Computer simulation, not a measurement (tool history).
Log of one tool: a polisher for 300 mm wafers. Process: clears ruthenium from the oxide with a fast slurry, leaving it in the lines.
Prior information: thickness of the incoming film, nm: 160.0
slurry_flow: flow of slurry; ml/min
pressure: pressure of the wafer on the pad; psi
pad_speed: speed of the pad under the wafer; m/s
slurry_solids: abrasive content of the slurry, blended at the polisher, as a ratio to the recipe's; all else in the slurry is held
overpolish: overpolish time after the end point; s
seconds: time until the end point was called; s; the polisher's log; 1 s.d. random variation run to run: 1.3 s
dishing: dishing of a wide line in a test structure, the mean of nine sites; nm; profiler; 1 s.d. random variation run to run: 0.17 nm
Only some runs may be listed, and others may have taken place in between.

{"run": 1, "hour": 0.0, "slurry_flow": 290, "pressure": 1.7, "pad_speed": 0.86, "slurry_solids": 1.0, "overpolish": 15, "seconds": 65.745, "dishing": 30.65}
{"run": 2, "hour": 3.2, "slurry_flow": 290, "pressure": 1.4, "pad_speed": 0.86, "slurry_solids": 1.0, "overpolish": 15, "seconds": 82.956, "dishing": 27.63}
{"run": 3, "hour": 10.0, "slurry_flow": 255, "pressure": 1.7, "pad_speed": 0.7, "slurry_solids": 0.85, "overpolish": 11, "seconds": 91.782, "dishing": 18.118}
{"run": 4, "hour": 16.3, "slurry_flow": 230, "pressure": 2.0, "pad_speed": 0.6, "slurry_solids": 0.75, "overpolish": 9, "seconds": 95.701, "dishing": 14.293}
{"run": 5, "hour": 24.4, "slurry_flow": 210, "pressure": 2.2, "pad_speed": 0.56, "slurry_solids": 0.65, "overpolish": 7, "seconds": 107.96, "dishing": 10.03}
{"run": 6, "hour": 33.0, "slurry_flow": 210, "pressure": 2.2, "pad_speed": 0.38, "slurry_solids": 0.65, "overpolish": 7, "seconds": 155.24, "dishing": 6.8104}
{"run": 7, "hour": 37.6, "slurry_flow": 200, "pressure": 2.4, "pad_speed": 0.44, "slurry_solids": 0.6, "overpolish": 6, "seconds": 131.17, "dishing": 6.8731}
{"run": 8, "hour": 38.6, "slurry_flow": 190, "pressure": 2.5, "pad_speed": 0.5, "slurry_solids": 0.55, "overpolish": 5, "seconds": 123.36, "dishing": 6.1831}
{"run": 9, "hour": 39.9, "slurry_flow": 190, "pressure": 2.5, "pad_speed": 0.5, "slurry_solids": 0.55, "overpolish": 5, "seconds": 124.37, "dishing": 6.2976}
{"run": 10, "hour": 46.9, "slurry_flow": 185, "pressure": 2.6, "pad_speed": 0.58, "slurry_solids": 0.55, "overpolish": 5, "seconds": 104.7, "dishing": 7.6984}

Run 11 is up next; what results do you expect?
{"run": 11, "hour": 54.8, "slurry_flow": 180, "pressure": 2.6, "pad_speed": 0.62, "slurry_solids": 0.55, "overpolish": 5, "seconds": "?", "dishing": "?"}

For run 11 the tool returned seconds 98.243 s, dishing 7.9307 nm.
